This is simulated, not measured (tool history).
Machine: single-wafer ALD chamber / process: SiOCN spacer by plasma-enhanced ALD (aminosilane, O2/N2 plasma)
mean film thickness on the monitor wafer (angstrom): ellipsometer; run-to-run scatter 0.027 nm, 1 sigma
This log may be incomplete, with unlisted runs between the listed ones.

run,hour,heater temperature setpoint (K),number of ALD cycles (cycles),mean film thickness on the monitor wafer (angstrom)
1,0,653.15,74,45.416
2,8.1,653.15,76,46.866
3,13.2,653.15,78,48.335
4,15.5,653.15,73,44.695
5,22.1,653.15,63,38.3
6,26.3,644.15,63,38.742

For run 7, what comes out?
7,30.7,644.15,66,?

For run 7 the tool returned mean film thickness on the monitor wafer (angstrom) 40.728.
